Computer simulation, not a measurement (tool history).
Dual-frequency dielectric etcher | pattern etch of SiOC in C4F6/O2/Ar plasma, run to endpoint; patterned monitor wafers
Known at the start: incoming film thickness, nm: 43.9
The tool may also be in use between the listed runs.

run	day	bias power (W)	source power (W)	endpoint time (s)
1	0	598	280	15.257
2	0.321	573	280	15.49
3	0.358	550	280	15.757
4	0.388	530	280	15.848
5	0.683	512	270	16.475
6	0.812	512	320	15.293
7	1.042	493	310	15.746
8	1.325	477	310	16.095
9	1.475	463	310	16.275
10	1.692	450	310	16.349
11	2.042	439	310	16.474
12	2.325	429	310	16.734
13	2.546	420	310	16.569

Run 14 comes next. What will it give?
14	2.862	412	310	?

Run 14 gave endpoint time (s) 17.035.
